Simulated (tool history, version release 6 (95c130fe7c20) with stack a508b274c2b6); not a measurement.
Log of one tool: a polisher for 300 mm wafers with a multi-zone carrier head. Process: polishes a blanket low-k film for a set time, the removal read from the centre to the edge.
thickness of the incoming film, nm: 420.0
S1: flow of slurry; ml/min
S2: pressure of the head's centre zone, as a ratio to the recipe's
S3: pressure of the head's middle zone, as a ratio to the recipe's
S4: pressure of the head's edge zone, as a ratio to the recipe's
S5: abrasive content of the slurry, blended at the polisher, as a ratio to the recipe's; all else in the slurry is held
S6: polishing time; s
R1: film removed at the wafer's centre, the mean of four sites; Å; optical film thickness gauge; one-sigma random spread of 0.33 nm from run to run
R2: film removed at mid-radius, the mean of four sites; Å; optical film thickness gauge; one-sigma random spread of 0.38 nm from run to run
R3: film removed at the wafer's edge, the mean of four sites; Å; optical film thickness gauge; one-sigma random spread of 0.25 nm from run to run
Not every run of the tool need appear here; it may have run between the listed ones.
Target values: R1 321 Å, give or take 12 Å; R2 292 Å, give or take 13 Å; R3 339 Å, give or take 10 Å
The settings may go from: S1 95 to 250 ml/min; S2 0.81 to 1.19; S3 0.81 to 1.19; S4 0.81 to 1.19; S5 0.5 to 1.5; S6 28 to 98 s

run	hour	S1	S2	S3	S4	S5	S6	R1	R2	R3
1	0	160	1	1	1	1	63	362.37	367.4	365.35
2	3.3	145	1	1	1	1	63	352.2	356.6	360.46
3	4.8	145	1	0.97	1	1	63	352.44	340.52	360.02
4	7	145	1	0.97	1	1.2	63	376.26	369.32	386.93
5	9.6	135	0.98	0.94	0.97	1.15	63	355.13	348.62	367.22
6	15.2	125	0.97	0.91	0.96	1.15	63	340.78	340.98	364.39
7	21.5	120	0.98	0.88	0.96	1.1	63	341.2	325.89	360.09
8	22.2	105	0.96	0.81	0.92	0.95	63	297.57	268.76	319.85
9	22.8	115	0.96	0.82	0.93	0.95	63	302.75	279.81	327.47

Which single option among these 5 for the next run brings every result within its allowed miss of target? Just one does.
A	23.4	110	0.93	0.81	1.09	1.35	51	?	?	?
B	23.4	95	0.89	0.83	0.91	1.15	64	?	?	?
C	23.4	95	0.98	0.83	0.9	0.8	74	?	?	?
D	23.4	95	0.88	0.85	0.93	1	64	?	?	?
E	23.4	105	0.89	0.81	0.91	1.1	64	?	?	?

move	R1	R2	R3
A	273.86	251.33	319.13
B	293.24	288.51	336.23
C	322.16	287.5	333.57
D	274.49	277.8	321.33
E	299.61	288.2	337.89
A: misses by more than the last run did
B: misses by more than the last run did
C: hits every target within its allowed miss
D: misses by more than the last run did
E: misses by more than the last run did
So the answer is move C, the one that meets all the targets.

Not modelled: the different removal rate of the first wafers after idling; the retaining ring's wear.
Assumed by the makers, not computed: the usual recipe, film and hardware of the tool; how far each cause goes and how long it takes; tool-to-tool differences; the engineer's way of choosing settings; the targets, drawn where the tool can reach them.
